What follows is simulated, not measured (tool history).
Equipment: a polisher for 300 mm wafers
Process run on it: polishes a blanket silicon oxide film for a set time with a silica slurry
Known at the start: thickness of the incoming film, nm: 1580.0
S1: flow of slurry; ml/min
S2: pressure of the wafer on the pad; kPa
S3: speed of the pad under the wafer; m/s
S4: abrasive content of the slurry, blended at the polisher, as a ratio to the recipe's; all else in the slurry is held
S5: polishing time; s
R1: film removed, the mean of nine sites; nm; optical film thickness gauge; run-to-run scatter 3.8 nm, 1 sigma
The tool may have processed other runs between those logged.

run  hour   S1    S2    S3    S4  S5      R1
  1     0  175  37.9  0.92     1  45  179.22
  2   0.9  175  41.4  0.92     1  45  198.78
  3   9.7  175  41.4  0.92     1  45  195.96
  4  17.5  175  41.4  0.92     1  40  172.45
  5  18.1  175  41.4  0.92  0.95  40  170.64
  6  26.1  175  50.3  0.92  0.95  40  206.68
  7  33.3  175  50.3  0.92  0.95  40  206.99
  8  38.9  175  52.4  0.96  0.95  40  221.97
  9  46.1  175  53.8     1  0.95  40  230.67
 10  52.7  175  55.2  1.04  0.95  40  254.57
 11  56.8  175  55.8  1.06  0.95  40  254.26

Run 12 comes next. What will it give?
 12  60.4  175  56.5  1.08  0.95  40   ?

R1: 257.58 nm
